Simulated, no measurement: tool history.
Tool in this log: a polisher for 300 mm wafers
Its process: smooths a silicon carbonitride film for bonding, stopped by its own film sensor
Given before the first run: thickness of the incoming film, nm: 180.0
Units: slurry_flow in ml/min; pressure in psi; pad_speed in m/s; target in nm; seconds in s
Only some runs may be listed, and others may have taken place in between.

{"run": 1, "hour": 0.0, "slurry_flow": 165, "pressure": 2.7, "pad_speed": 1.12, "slurry_solids": 1, "target": 154, "seconds": 82.003}
{"run": 2, "hour": 8.2, "slurry_flow": 160, "pressure": 2.4, "pad_speed": 1.12, "slurry_solids": 1, "target": 154, "seconds": 92.361}
{"run": 3, "hour": 15.9, "slurry_flow": 160, "pressure": 2.4, "pad_speed": 1.12, "slurry_solids": 1, "target": 157, "seconds": 80.45}
{"run": 4, "hour": 24.7, "slurry_flow": 155, "pressure": 2.1, "pad_speed": 1.1, "slurry_solids": 1, "target": 157, "seconds": 93.179}
{"run": 5, "hour": 29.2, "slurry_flow": 150, "pressure": 1.9, "pad_speed": 1.1, "slurry_solids": 1, "target": 157, "seconds": 104.87}
{"run": 6, "hour": 36.6, "slurry_flow": 140, "pressure": 1.8, "pad_speed": 1.1, "slurry_solids": 1, "target": 157, "seconds": 110.22}
{"run": 7, "hour": 43.3, "slurry_flow": 120, "pressure": 1.5, "pad_speed": 1.1, "slurry_solids": 1, "target": 157, "seconds": 133.79}

Expected results for the next run?
{"run": 8, "hour": 45.8, "slurry_flow": 150, "pressure": 1.5, "pad_speed": 1.1, "slurry_solids": 1, "target": 157, "seconds": "?"}

{"run 8": {"seconds": 130.58}}

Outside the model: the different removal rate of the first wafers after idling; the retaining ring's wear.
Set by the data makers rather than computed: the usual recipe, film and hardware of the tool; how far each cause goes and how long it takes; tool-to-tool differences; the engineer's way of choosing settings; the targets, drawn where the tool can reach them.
